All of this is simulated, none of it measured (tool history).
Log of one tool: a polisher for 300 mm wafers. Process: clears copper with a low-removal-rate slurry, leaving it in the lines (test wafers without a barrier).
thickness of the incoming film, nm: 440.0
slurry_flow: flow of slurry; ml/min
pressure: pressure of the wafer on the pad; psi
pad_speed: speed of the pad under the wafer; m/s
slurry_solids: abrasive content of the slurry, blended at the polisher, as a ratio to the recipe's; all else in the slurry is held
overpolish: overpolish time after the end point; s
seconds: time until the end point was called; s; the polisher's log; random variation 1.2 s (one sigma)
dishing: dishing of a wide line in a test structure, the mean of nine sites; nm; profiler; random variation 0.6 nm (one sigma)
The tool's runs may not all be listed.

run  hour  slurry_flow  pressure  pad_speed  slurry_solids  overpolish  seconds  dishing
  1   0.0          190       2.8       1.40            1.0          16   96.649   43.347
  2   3.0          190       2.8       1.40            0.9          16   96.977   41.648
  3  10.0          190       2.8       1.40            1.0          17   93.378   44.490
  4  16.7          185       2.8       1.40            1.0          18   93.495   46.404
  5  19.0          185       3.4       1.40            1.0          18   78.400   52.886
  6  22.9          185       3.4       1.08            1.0          18  100.170   44.743
  7  26.4          185       3.4       1.08            1.0          19  102.860   46.840
  8  28.4          185       3.5       1.08            1.0          19  100.780   48.088
  9  31.8          185       3.6       1.08            1.0          19   97.441   48.740

Run 10 comes next. What will it give?
 10  38.2          185       3.7       1.08            1.0          20        ?        ?

{"run 10": {"seconds": 92.36, "dishing": 52.005}}
